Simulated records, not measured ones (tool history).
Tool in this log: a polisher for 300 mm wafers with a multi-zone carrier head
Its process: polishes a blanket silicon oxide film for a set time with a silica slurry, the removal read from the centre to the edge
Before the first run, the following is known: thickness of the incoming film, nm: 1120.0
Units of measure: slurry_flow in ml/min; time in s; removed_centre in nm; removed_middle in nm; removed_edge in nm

{"run": 1, "hour": 0.0, "slurry_flow": 315, "centre_zone": 1, "middle_zone": 1, "edge_zone": 1, "slurry_solids": 1, "time": 68, "removed_centre": 361.33, "removed_middle": 366.04, "removed_edge": 355.02}
{"run": 2, "hour": 3.9, "slurry_flow": 310, "centre_zone": 0.98, "middle_zone": 0.98, "edge_zone": 0.97, "slurry_solids": 1, "time": 68, "removed_centre": 353.75, "removed_middle": 358.58, "removed_edge": 355.71}
{"run": 3, "hour": 10.0, "slurry_flow": 310, "centre_zone": 0.97, "middle_zone": 0.98, "edge_zone": 0.96, "slurry_solids": 0.95, "time": 68, "removed_centre": 340.42, "removed_middle": 344.94, "removed_edge": 345.23}
{"run": 4, "hour": 13.0, "slurry_flow": 310, "centre_zone": 0.97, "middle_zone": 0.98, "edge_zone": 0.96, "slurry_solids": 1.1, "time": 68, "removed_centre": 363.21, "removed_middle": 372.27, "removed_edge": 364.98}
{"run": 5, "hour": 20.4, "slurry_flow": 370, "centre_zone": 0.97, "middle_zone": 0.98, "edge_zone": 0.96, "slurry_solids": 1.1, "time": 68, "removed_centre": 376.41, "removed_middle": 381.88, "removed_edge": 374.63}
{"run": 6, "hour": 26.2, "slurry_flow": 370, "centre_zone": 0.97, "middle_zone": 0.98, "edge_zone": 0.96, "slurry_solids": 0.95, "time": 68, "removed_centre": 347.17, "removed_middle": 356.71, "removed_edge": 357.61}
{"run": 7, "hour": 31.3, "slurry_flow": 315, "centre_zone": 0.92, "middle_zone": 0.93, "edge_zone": 0.86, "slurry_solids": 0.8, "time": 66, "removed_centre": 285.25, "removed_middle": 293.03, "removed_edge": 296.24}

What does the tool deliver on the next run?
{"run": 8, "hour": 34.2, "slurry_flow": 330, "centre_zone": 0.92, "middle_zone": 0.94, "edge_zone": 0.86, "slurry_solids": 0.8, "time": 66, "removed_centre": "?", "removed_middle": "?", "removed_edge": "?"}

removed_centre: 285.99 nm
removed_middle: 300.46 nm
removed_edge: 295.65 nm

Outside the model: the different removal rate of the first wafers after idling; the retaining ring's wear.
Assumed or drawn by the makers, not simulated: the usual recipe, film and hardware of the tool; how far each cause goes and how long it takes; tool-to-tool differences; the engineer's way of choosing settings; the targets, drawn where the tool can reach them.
